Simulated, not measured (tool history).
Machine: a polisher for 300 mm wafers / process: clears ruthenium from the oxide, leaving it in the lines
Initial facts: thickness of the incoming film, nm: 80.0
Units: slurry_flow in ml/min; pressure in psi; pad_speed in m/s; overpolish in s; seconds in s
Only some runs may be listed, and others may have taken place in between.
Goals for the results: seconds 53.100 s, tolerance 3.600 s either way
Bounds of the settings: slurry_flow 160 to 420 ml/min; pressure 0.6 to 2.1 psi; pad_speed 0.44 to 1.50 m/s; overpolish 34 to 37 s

Run 1, hour 0.0: slurry_flow 270 ml/min, pressure 1.3 psi, pad_speed 0.96 m/s, overpolish 34 s. Result: seconds 100.460 s.
Run 2, hour 5.7: slurry_flow 270 ml/min, pressure 1.4 psi, pad_speed 0.98 m/s, overpolish 34 s. Result: seconds 99.121 s.
Run 3, hour 13.9: slurry_flow 270 ml/min, pressure 1.4 psi, pad_speed 1.20 m/s, overpolish 34 s. Result: seconds 81.119 s.
Run 4, hour 20.1: slurry_flow 270 ml/min, pressure 1.5 psi, pad_speed 1.22 m/s, overpolish 34 s. Result: seconds 72.033 s.
Run 5, hour 24.0: slurry_flow 270 ml/min, pressure 1.5 psi, pad_speed 1.22 m/s, overpolish 37 s. Result: seconds 74.365 s.
Run 6, hour 32.5: slurry_flow 270 ml/min, pressure 1.5 psi, pad_speed 1.00 m/s, overpolish 37 s. Result: seconds 89.136 s.
Run 7, hour 36.7: slurry_flow 270 ml/min, pressure 1.6 psi, pad_speed 1.04 m/s, overpolish 37 s. Result: seconds 83.407 s.
Run 8, hour 42.1: slurry_flow 270 ml/min, pressure 1.7 psi, pad_speed 1.08 m/s, overpolish 37 s. Result: seconds 74.722 s.
Run 9, hour 45.4: slurry_flow 270 ml/min, pressure 1.8 psi, pad_speed 1.10 m/s, overpolish 37 s. Result: seconds 69.215 s.
Run 10, hour 51.4: slurry_flow 270 ml/min, pressure 1.8 psi, pad_speed 1.12 m/s, overpolish 37 s. Result: seconds 65.273 s.
Run 11, hour 52.9: slurry_flow 270 ml/min, pressure 1.9 psi, pad_speed 1.14 m/s, overpolish 37 s. Result: seconds 65.699 s.

Pick the move, out of 5, that brings all results within their allowed miss; only one does.
Run A, hour 54.4: slurry_flow 275 ml/min, pressure 1.9 psi, pad_speed 1.16 m/s, overpolish 34 s. Result: seconds ?.
Run B, hour 54.4: slurry_flow 240 ml/min, pressure 2.1 psi, pad_speed 1.48 m/s, overpolish 37 s. Result: seconds ?.
Run C, hour 54.4: slurry_flow 310 ml/min, pressure 2.1 psi, pad_speed 1.26 m/s, overpolish 34 s. Result: seconds ?.
Run D, hour 54.4: slurry_flow 295 ml/min, pressure 2.0 psi, pad_speed 1.12 m/s, overpolish 37 s. Result: seconds ?.
Run E, hour 54.4: slurry_flow 245 ml/min, pressure 2.1 psi, pad_speed 1.46 m/s, overpolish 37 s. Result: seconds ?.

move  seconds
   A   61.701
   B   44.784
   C   51.551
   D   60.658
   E   45.322
A: closer than the last run, but not yet in spec
B: takes the biggest miss from the last run beyond its target
C: every result within its allowed miss
D: closer than the last run, but not yet in spec
E: takes the biggest miss from the last run beyond its target
So the answer is move C, the one that meets all the targets.

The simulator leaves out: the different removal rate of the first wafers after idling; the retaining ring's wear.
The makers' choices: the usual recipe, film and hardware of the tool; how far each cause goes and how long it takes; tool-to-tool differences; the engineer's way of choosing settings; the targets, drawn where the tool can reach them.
